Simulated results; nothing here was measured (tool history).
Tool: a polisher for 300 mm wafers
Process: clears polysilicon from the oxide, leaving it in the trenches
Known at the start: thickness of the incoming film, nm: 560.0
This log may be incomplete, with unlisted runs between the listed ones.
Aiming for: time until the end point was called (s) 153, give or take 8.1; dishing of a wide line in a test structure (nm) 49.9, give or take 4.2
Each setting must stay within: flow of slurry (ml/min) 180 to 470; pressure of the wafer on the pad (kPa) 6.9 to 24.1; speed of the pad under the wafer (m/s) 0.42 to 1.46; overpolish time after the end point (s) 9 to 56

run  hour  flow of slurry (ml/min)  pressure of the wafer on the pad (kPa)  speed of the pad under the wafer (m/s)  overpolish time after the end point (s)  time until the end point was called (s)  dishing of a wide line in a test structure (nm)
  1     0                      300                                    15.2                                    0.94                                       29                                   66.691                                           54.103
  2   6.5                      300                                    15.2                                    0.94                                       20                                   68.277                                           51.572
  3    15                      300                                    14.5                                    0.92                                       20                                   72.294                                            51.67
  4  20.8                      300                                    13.8                                     0.9                                       20                                   77.893                                           48.184
  5  25.2                      300                                    13.8                                     0.9                                       13                                   78.371                                           43.267
  6    32                      300                                    17.2                                     0.9                                       13                                   60.548                                           47.594
  7  36.5                      300                                    15.9                                    0.88                                       15                                   71.589                                           48.632
  8  40.2                      300                                    15.2                                    0.86                                       17                                   73.669                                           48.799
  9  43.9                      300                                    14.5                                    0.84                                       19                                   78.977                                           46.434
     45.8  -- worn pad replaced by a new one
 10  45.8                      295                                    13.8                                    0.82                                       23                                   77.727                                           50.069
 11  49.1                      315                                    13.1                                    0.78                                       24                                   87.644                                           51.427
 12  51.4                      320                                    12.4                                    0.76                                       24                                   92.001                                           49.821
 13  58.9                      320                                    11.7                                    0.74                                       25                                   99.745                                           50.391
 14  65.3                      320                                      11                                    0.72                                       25                                   108.27                                            49.53
 15  71.5                      320                                    10.3                                    0.72                                       26                                   118.29                                           49.598

Exercise: of the 5 proposed moves below, exactly one satisfies all targets within the stated allowed misses. Which move is it?
  A  77.7                      325                                       9                                    0.54                                       46                                        ?                                                ?
  B  77.7                      365                                       9                                    0.54                                       46                                        ?                                                ?
  C  77.7                      335                                     8.3                                    0.66                                       39                                        ?                                                ?
  D  77.7                      250                                      11                                    0.44                                       29                                        ?                                                ?
  E  77.7                      295                                       9                                    0.54                                       32                                        ?                                                ?

move  time until the end point was called (s)  dishing of a wide line in a test structure (nm)
   A                                   171.33                                           50.289
   B                                   170.02                                           50.366
   C                                   152.33                                           49.788
   D                                   173.79                                            43.69
   E                                   172.49                                           45.442
A: pushes the last run's worst result past its target
B: pushes the last run's worst result past its target
C: each result inside its tolerance
D: pushes the last run's worst result past its target
E: pushes the last run's worst result past its target
So the answer is move C, the one that meets all the targets.
